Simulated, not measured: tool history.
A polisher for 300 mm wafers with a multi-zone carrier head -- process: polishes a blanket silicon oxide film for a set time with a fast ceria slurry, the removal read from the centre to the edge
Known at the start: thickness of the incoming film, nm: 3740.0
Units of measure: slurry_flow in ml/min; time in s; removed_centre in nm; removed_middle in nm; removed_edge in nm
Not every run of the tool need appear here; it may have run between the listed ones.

run  hour  slurry_flow  centre_zone  middle_zone  edge_zone  time  removed_centre  removed_middle  removed_edge
  1   0.0          140         1.00         1.00       1.00    68          1631.8          1574.5        1494.4
  2   7.2          140         1.00         1.00       1.05    68          1607.8          1553.8        1554.4
  3  12.7          140         1.00         1.00       1.05    51          1210.3          1166.3        1180.9
  4  15.1          165         1.00         1.00       1.05    51          1263.7          1221.2        1189.4
  5  21.4          165         1.00         1.00       1.12    51          1285.4          1237.1        1233.7
  6  29.4          165         1.00         1.00       1.18    51          1271.5          1245.4        1252.6
  7  36.0          160         1.00         1.01       1.15    50          1229.3          1187.8        1186.9
  8  42.0          155         1.00         1.02       1.15    50          1223.1          1224.1        1227.5

Run 9 comes next. What will it give?
  9  49.6          155         0.97         0.99       1.05    47               ?               ?             ?

Run 9 measured removed_centre 1123.0 nm, removed_middle 1082.0 nm, removed_edge 1096.8 nm.
